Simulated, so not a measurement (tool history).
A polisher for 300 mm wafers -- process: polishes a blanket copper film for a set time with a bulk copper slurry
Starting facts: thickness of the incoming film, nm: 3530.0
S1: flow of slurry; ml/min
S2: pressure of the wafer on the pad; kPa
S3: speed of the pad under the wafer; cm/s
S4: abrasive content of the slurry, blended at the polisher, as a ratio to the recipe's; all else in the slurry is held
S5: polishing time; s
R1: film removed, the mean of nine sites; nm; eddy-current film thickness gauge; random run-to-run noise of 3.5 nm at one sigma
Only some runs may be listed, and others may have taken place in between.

run	hour	S1	S2	S3	S4	S5	R1
1	0.0	210	19.3	90	1.0	54	413.59
2	8.0	210	18.6	90	1.0	54	406.58
3	13.6	165	18.6	90	1.0	54	393.36
4	16.0	165	17.9	90	1.0	54	379.96
5	23.5	165	17.2	90	1.0	54	370.00
# hour 31.4: slurry blender recalibrated
6	31.4	165	20.0	90	1.0	54	440.69
7	33.0	165	19.3	90	1.0	54	430.76
8	37.0	165	18.6	90	1.0	54	418.38

Run 9 is up next; what results do you expect?
9	42.5	165	18.6	90	1.0	54	?

{"run 9": {"R1": 421.82}}
